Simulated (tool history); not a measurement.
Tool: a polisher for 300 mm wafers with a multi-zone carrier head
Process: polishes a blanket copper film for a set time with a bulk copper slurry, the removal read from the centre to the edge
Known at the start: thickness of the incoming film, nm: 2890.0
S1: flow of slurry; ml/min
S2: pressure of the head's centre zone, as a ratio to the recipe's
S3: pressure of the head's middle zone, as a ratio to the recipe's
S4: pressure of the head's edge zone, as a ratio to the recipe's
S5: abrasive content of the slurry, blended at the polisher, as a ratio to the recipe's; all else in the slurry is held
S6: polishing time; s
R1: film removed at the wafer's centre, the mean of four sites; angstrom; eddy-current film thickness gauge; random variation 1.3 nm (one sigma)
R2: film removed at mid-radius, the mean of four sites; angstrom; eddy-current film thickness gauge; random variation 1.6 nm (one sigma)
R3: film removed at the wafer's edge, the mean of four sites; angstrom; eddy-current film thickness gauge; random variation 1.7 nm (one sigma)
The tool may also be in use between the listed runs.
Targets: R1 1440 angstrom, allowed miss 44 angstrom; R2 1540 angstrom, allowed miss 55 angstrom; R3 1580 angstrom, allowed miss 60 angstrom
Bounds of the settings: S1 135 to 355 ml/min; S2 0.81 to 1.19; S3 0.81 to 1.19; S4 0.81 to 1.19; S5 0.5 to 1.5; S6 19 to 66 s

run,day,S1,S2,S3,S4,S5,S6,R1,R2,R3
1,0,225,1,1,1,1,42,3445.4,3433.3,3259.2
2,0.175,170,1,1,1,1,42,3334,3250.8,3275.3
3,0.538,165,0.96,0.98,0.97,0.9,36,2681.9,2669.8,2616.9
4,0.871,160,0.93,0.96,0.98,0.8,32,2241.2,2255.9,2265.5
5,1.079,160,0.9,0.95,0.98,0.75,30,1963.4,2030.1,2077.6
6,1.154,160,0.88,0.94,0.96,0.7,29,1839.4,1903.5,1931.5
7,1.4,160,0.86,0.93,0.95,0.65,28,1670.8,1764.7,1795.9
8,1.738,160,0.85,0.92,0.94,0.65,28,1604.9,1789.2,1773.4
9,2.05,150,0.87,0.83,0.91,0.5,25,1308.1,1302.4,1358.4
10,2.321,150,0.87,0.83,0.91,0.5,25,1310.5,1284.5,1396.3
11,2.567,150,0.87,0.83,0.91,0.5,25,1314.5,1298,1404.1
12,2.779,170,0.86,0.85,0.92,0.5,25,1307.2,1298.2,1387.6
13,3.033,165,0.86,0.87,0.94,0.5,25,1311.3,1338.8,1408.5
14,3.238,160,0.86,0.89,0.96,0.5,25,1305.1,1374.1,1450.2
15,3.558,160,0.87,0.91,0.97,0.5,25,1322.3,1379,1457.5
16,3.608,160,0.88,0.93,0.98,0.5,25,1363.7,1426.4,1445.4
17,3.688,210,0.86,0.94,1.08,0.65,25,1496.6,1663.8,1734.4
18,3.754,215,0.86,0.93,1.06,0.65,25,1506.5,1616.7,1739.1
19,3.879,210,0.86,0.93,1.04,0.65,25,1495.1,1627.3,1703.8
20,4.1,210,0.86,0.92,1.02,0.65,25,1503.6,1599.4,1693.3
21,4.225,210,0.86,0.92,1,0.65,25,1515.6,1609.6,1676.4
22,4.304,210,0.85,0.92,0.99,0.65,25,1495.7,1598.8,1697.7
23,4.596,195,0.85,0.92,0.98,0.65,25,1507.5,1578.7,1668.9

5 next moves are on the table. One of them brings every result within its allowed miss. Which?
A,4.888,195,0.98,1.09,0.95,0.6,24,?,?,?
B,4.888,145,0.89,0.96,1.03,0.7,23,?,?,?
C,4.888,210,0.84,0.81,1,0.95,23,?,?,?
D,4.888,165,0.81,0.85,1.03,0.65,26,?,?,?
E,4.888,195,0.87,0.83,1,1.1,21,?,?,?

move,R1,R2,R3
A,1597,1707.5,1515
B,1435.9,1541.4,1579.3
C,1558.6,1560.5,1775.3
D,1450.6,1564,1750.7
E,1534.9,1510.4,1690.6
A: further off than the last run
B: meets every target
C: further off than the last run
D: brings the result that was furthest off to its target, and leaves another outside
E: further off than the last run
Answer: B
